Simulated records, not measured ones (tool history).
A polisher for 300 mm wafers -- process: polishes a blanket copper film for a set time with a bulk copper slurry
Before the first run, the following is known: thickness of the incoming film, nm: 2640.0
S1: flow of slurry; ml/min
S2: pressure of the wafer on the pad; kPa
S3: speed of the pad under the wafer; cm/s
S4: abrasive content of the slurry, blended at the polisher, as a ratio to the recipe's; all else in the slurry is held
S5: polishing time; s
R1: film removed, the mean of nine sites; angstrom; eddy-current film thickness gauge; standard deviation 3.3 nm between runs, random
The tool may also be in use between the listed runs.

run	hour	S1	S2	S3	S4	S5	R1
1	0	280	15.9	106	1	52	4510.7
2	8.8	280	15.2	106	1	52	4352.1
3	9.8	335	15.2	106	1	52	4322.7
4	12.9	335	15.2	106	1	47	3965.8
5	13.9	335	15.2	106	0.9	47	3958.5
6	18.6	335	15.2	122	0.9	47	4350.5
7	21.9	335	14.5	122	0.9	47	4130.8
8	27.3	335	13.8	122	0.9	47	3925.1
9	28.1	335	13.1	122	0.9	47	3806.2

What does the tool deliver on the next run?
10	29.7	335	12.4	122	0.9	47	?

{"run 10": {"R1": 3619.7}}

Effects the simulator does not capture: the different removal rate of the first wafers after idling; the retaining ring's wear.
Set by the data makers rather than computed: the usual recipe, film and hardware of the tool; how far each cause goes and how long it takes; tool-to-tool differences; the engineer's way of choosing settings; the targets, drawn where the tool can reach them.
